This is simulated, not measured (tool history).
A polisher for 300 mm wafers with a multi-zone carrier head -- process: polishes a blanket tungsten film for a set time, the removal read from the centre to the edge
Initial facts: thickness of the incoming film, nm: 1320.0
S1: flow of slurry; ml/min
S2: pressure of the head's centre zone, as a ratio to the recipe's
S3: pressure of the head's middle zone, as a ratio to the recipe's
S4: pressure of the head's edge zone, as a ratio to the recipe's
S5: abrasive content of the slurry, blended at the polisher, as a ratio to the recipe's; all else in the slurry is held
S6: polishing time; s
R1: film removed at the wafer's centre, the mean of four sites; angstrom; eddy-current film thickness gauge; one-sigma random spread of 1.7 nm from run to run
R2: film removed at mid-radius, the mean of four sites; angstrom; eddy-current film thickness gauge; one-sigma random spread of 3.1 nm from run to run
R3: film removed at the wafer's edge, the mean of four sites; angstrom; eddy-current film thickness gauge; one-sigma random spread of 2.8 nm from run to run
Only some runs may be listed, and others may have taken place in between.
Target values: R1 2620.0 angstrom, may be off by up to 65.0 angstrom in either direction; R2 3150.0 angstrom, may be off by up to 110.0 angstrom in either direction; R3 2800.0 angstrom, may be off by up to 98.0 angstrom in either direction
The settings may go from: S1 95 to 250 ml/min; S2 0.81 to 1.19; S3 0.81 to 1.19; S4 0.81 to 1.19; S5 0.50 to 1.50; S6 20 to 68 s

run,hour,S1,S2,S3,S4,S5,S6,R1,R2,R3
1,0.0,160,1.00,1.00,1.00,1.00,44,4285.4,4342.2,4190.0
2,0.9,160,1.00,1.00,1.00,0.85,44,4137.0,4153.5,4078.7
3,7.7,155,0.96,1.02,0.95,0.75,41,3625.9,3884.0,3555.6
4,11.8,155,0.96,1.02,0.95,0.90,41,3730.8,3962.7,3798.5
5,13.6,130,0.96,1.02,0.95,0.90,41,3601.5,3852.7,3661.9
6,21.3,125,0.93,1.02,0.92,0.80,40,3297.8,3600.3,3396.2
7,22.4,120,0.90,1.03,0.90,0.70,39,2998.9,3495.9,3213.0
8,27.4,120,0.89,1.03,0.88,0.65,38,2868.6,3429.9,3097.2
9,31.5,115,0.89,1.02,0.87,0.60,38,2771.4,3212.6,2956.0
10,39.9,110,0.89,1.02,0.85,0.60,38,2716.6,3244.9,2912.0

Of the 5 settings listed for the next run, only one would bring every result within its allowed miss of target. Which one?
A,48.3,100,0.89,1.06,0.85,0.75,36,?,?,?
B,48.3,115,0.92,1.18,0.81,0.55,37,?,?,?
C,48.3,95,0.89,0.99,0.87,0.75,39,?,?,?
D,48.3,120,0.81,0.99,0.91,0.60,40,?,?,?
E,48.3,120,0.96,1.09,0.81,0.50,36,?,?,?

move,R1,R2,R3
A,2615.7,3199.2,2866.1
B,2742.4,3499.0,2795.4
C,2789.8,3250.9,3112.4
D,2669.9,3393.8,3257.9
E,2771.8,3185.7,2699.8
A: every result lands within tolerance
B: moves away from the targets compared with the last run
C: moves away from the targets compared with the last run
D: meets the target for the result that was furthest off, but another lies outside its allowed miss
E: moves away from the targets compared with the last run
A meets every target.
